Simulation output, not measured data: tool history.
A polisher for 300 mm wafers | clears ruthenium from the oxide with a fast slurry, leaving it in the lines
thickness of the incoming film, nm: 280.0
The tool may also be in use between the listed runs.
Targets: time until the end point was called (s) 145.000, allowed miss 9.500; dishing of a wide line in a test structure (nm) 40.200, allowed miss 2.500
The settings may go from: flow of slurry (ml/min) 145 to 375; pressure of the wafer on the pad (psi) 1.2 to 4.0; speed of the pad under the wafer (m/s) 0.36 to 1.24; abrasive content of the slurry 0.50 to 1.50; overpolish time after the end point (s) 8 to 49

| run | day | flow of slurry (ml/min) | pressure of the wafer on the pad (psi) | speed of the pad under the wafer (m/s) | abrasive content of the slurry | overpolish time after the end point (s) | time until the end point was called (s) | dishing of a wide line in a test structure (nm) |
|---|---|---|---|---|---|---|---|---|
| 1 | 0.000 | 240 | 2.6 | 0.80 | 1.00 | 25 | 97.544 | 49.736 |
| 2 | 0.346 | 205 | 2.6 | 0.80 | 1.00 | 25 | 99.377 | 49.530 |
| 3 | 0.704 | 205 | 3.1 | 0.80 | 1.00 | 25 | 88.466 | 57.792 |
| 4 | 0.904 | 205 | 2.8 | 0.78 | 1.00 | 26 | 95.031 | 54.043 |
| 5 | 1.017 | 205 | 2.5 | 0.76 | 1.00 | 27 | 111.830 | 53.268 |
| 6 | 1.246 | 205 | 2.4 | 0.76 | 1.00 | 26 | 115.220 | 46.284 |
| 7 | 1.483 | 205 | 2.3 | 0.76 | 1.00 | 26 | 119.750 | 45.754 |
| 8 | 1.808 | 205 | 2.2 | 0.76 | 1.00 | 26 | 118.970 | 44.545 |
| 9 | 1.921 | 205 | 2.1 | 0.76 | 1.00 | 26 | 126.820 | 44.703 |
| 10 | 2.188 | 205 | 2.0 | 0.76 | 1.00 | 26 | 134.870 | 42.294 |

5 next moves are on the table. One of them brings every result within its allowed miss. Which?
| A | 2.454 | 200 | 1.9 | 0.84 | 0.80 | 33 | ? | ? |
| B | 2.454 | 265 | 1.8 | 0.70 | 1.05 | 28 | ? | ? |
| C | 2.454 | 240 | 2.1 | 0.72 | 1.15 | 30 | ? | ? |
| D | 2.454 | 175 | 1.9 | 0.66 | 1.05 | 35 | ? | ? |
| E | 2.454 | 195 | 2.4 | 0.68 | 1.05 | 25 | ? | ? |

| move | time until the end point was called (s) | dishing of a wide line in a test structure (nm) |
|---|---|---|
| A | 136.470 | 50.994 |
| B | 144.530 | 42.078 |
| C | 121.470 | 51.920 |
| D | 151.420 | 49.065 |
| E | 120.670 | 44.627 |
A: brings the result that was furthest off to its target, and leaves another outside
B: meets every target
C: further off than the last run
D: brings the result that was furthest off to its target, and leaves another outside
E: further off than the last run
Answer: B
